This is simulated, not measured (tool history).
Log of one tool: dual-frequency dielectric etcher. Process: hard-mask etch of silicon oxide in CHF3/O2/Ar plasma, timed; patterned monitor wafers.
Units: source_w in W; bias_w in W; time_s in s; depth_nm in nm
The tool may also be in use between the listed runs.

run 1 hour=0 | source_w=720 bias_w=126 time_s=13 | depth_nm=23.352
run 2 hour=4.4 | source_w=780 bias_w=126 time_s=13 | depth_nm=24.393
run 3 hour=9.7 | source_w=780 bias_w=110 time_s=13 | depth_nm=23.795
run 4 hour=11.3 | source_w=780 bias_w=120 time_s=13 | depth_nm=24.165
run 5 hour=12.7 | source_w=690 bias_w=115 time_s=13 | depth_nm=22.413
run 6 hour=15.4 | source_w=690 bias_w=129 time_s=13 | depth_nm=22.953
run 7 hour=16.1 | source_w=630 bias_w=126 time_s=13 | depth_nm=21.441
run 8 hour=24.3 | source_w=590 bias_w=125 time_s=13 | depth_nm=21.032
run 9 hour=30.4 | source_w=450 bias_w=105 time_s=12.5 | depth_nm=16.431
run 10 hour=33.8 | source_w=450 bias_w=105 time_s=12.5 | depth_nm=16.395
run 11 hour=40.4 | source_w=590 bias_w=115 time_s=12.5 | depth_nm=19.781
run 12 hour=42.6 | source_w=580 bias_w=115 time_s=12.5 | depth_nm=19.581

Run 13 comes next. What will it give?
run 13 hour=48.1 | source_w=570 bias_w=115 time_s=12.5 | depth_nm=?

depth_nm: 19.262 nm
